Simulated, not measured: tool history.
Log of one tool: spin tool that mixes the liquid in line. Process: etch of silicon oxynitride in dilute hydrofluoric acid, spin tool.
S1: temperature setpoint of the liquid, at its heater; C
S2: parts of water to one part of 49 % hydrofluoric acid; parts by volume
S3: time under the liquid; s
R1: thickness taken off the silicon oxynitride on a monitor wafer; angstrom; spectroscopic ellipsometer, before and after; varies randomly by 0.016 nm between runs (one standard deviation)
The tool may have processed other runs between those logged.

Run 1, hour 0: S1 22 C, S2 210 parts by volume, S3 60 s. Result: R1 8.2204 angstrom.
Run 2, hour 0.9: S1 22 C, S2 210 parts by volume, S3 40 s. Result: R1 5.41 angstrom.
Run 3, hour 6.6: S1 19 C, S2 210 parts by volume, S3 40 s. Result: R1 4.7715 angstrom.
Run 4, hour 10.6: S1 19 C, S2 275 parts by volume, S3 40 s. Result: R1 3.5077 angstrom.
Run 5, hour 18.7: S1 19 C, S2 275 parts by volume, S3 40 s. Result: R1 3.5099 angstrom.
Run 6, hour 26.4: S1 17 C, S2 275 parts by volume, S3 40 s. Result: R1 3.1148 angstrom.
Run 7, hour 35.4: S1 19 C, S2 250 parts by volume, S3 40 s. Result: R1 3.8787 angstrom.
Run 8, hour 40.4: S1 21 C, S2 235 parts by volume, S3 40 s. Result: R1 4.5595 angstrom.
Run 9, hour 48.5: S1 22.5 C, S2 210 parts by volume, S3 40 s. Result: R1 5.6657 angstrom.
Run 10, hour 52.6: S1 23.5 C, S2 190 parts by volume, S3 40 s. Result: R1 6.5425 angstrom.
Run 11, hour 59.9: S1 24.5 C, S2 175 parts by volume, S3 40 s. Result: R1 7.2538 angstrom.
Run 12, hour 67: S1 25.5 C, S2 160 parts by volume, S3 40 s. Result: R1 8.6556 angstrom.
Run 13, hour 73.9: S1 26 C, S2 150 parts by volume, S3 40 s. Result: R1 9.4062 angstrom.
Run 14, hour 76.9: S1 26.5 C, S2 145 parts by volume, S3 40 s. Result: R1 10.305 angstrom.
Run 15, hour 80.7: S1 27 C, S2 140 parts by volume, S3 40 s. Result: R1 10.775 angstrom.
Run 16, hour 82: S1 27.5 C, S2 140 parts by volume, S3 40 s. Result: R1 10.831 angstrom.
Run 17, hour 87.6: S1 28 C, S2 135 parts by volume, S3 40 s. Result: R1 11.749 angstrom.

Estimate the outcome of run 18 from the log above:
Run 18, hour 90.3: S1 28.5 C, S2 135 parts by volume, S3 40 s. Result: R1 ?.

Run 18 gave R1 11.927 angstrom.
